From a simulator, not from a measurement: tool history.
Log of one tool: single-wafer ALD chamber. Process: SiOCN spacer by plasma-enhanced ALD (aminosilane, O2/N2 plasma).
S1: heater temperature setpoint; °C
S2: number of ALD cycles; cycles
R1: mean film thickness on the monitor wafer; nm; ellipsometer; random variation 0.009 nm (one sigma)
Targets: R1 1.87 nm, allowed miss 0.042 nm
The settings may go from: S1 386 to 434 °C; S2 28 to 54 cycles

{"run": 1, "day": 0.0, "S1": 410, "S2": 41, "R1": 2.1945}
{"run": 2, "day": 0.338, "S1": 420, "S2": 41, "R1": 2.1469}
{"run": 3, "day": 0.625, "S1": 410, "S2": 41, "R1": 2.21}
{"run": 4, "day": 0.771, "S1": 410, "S2": 43, "R1": 2.3185}
{"run": 5, "day": 0.983, "S1": 412, "S2": 42, "R1": 2.2467}
{"run": 6, "day": 1.308, "S1": 412, "S2": 45, "R1": 2.4286}
{"run": 7, "day": 1.425, "S1": 413, "S2": 43, "R1": 2.2964}
{"run": 8, "day": 1.45, "S1": 414, "S2": 42, "R1": 2.2388}
{"run": 9, "day": 1.704, "S1": 415, "S2": 41, "R1": 2.1608}
{"run": 10, "day": 1.804, "S1": 417, "S2": 40, "R1": 2.1395}
{"run": 11, "day": 1.933, "S1": 417, "S2": 40, "R1": 2.1096}
{"run": 12, "day": 2.279, "S1": 418, "S2": 39, "R1": 2.0587}
{"run": 13, "day": 2.529, "S1": 419, "S2": 38, "R1": 2.002}
{"run": 14, "day": 2.596, "S1": 420, "S2": 38, "R1": 1.9732}

5 next moves are on the table. One of them brings every result within its allowed miss. Which?
{"run": "A", "day": 2.662, "S1": 428, "S2": 41, "R1": "?"}
{"run": "B", "day": 2.662, "S1": 426, "S2": 40, "R1": "?"}
{"run": "C", "day": 2.662, "S1": 422, "S2": 41, "R1": "?"}
{"run": "D", "day": 2.662, "S1": 419, "S2": 37, "R1": "?"}
{"run": "E", "day": 2.662, "S1": 430, "S2": 37, "R1": "?"}

move=A R1=2.1007
move=B R1=2.0612
move=C R1=2.1368
move=D R1=1.9446
move=E R1=1.8849
A: further off than the last run
B: further off than the last run
C: further off than the last run
D: nearer than the last run, and not there yet
E: meets every target
Answer: E
